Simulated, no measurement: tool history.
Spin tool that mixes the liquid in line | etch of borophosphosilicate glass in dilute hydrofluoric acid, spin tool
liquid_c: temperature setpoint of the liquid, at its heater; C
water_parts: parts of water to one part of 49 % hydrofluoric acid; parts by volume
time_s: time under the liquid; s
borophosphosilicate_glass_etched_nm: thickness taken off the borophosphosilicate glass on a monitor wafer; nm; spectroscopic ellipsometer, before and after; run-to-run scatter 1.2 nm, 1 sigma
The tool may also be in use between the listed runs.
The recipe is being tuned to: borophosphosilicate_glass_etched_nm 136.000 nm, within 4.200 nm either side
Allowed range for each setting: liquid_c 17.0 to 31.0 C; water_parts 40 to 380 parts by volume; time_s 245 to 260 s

run	day	liquid_c	water_parts	time_s	borophosphosilicate_glass_etched_nm
1	0.000	23.0	210	245	61.161
2	0.350	25.0	210	245	65.087
3	0.404	26.0	190	245	76.595
4	0.504	26.0	150	245	102.460
5	0.792	27.0	145	245	110.280
6	0.867	28.0	145	245	112.160
7	1.221	28.5	140	245	121.270
8	1.488	29.0	140	245	123.280
# day 1.671: thermometer replaced
9	1.671	29.5	140	245	117.570
10	1.825	29.5	135	245	122.090
11	1.871	29.5	130	245	129.320

Pick the move, out of 5, that brings all results within their allowed miss; only one does.
A	1.917	31.0	125	245	?
B	1.917	30.5	130	245	?
C	1.917	29.0	145	260	?
D	1.917	28.5	130	245	?
E	1.917	31.0	140	250	?

move	borophosphosilicate_glass_etched_nm
A	143.550
B	134.610
C	118.880
D	125.080
E	128.120
A: the result that was furthest off in the last run now lies on the other side of its target
B: in spec on every target
C: its largest miss is bigger than the last run's
D: its largest miss is bigger than the last run's
E: its largest miss is bigger than the last run's
The right move is B.
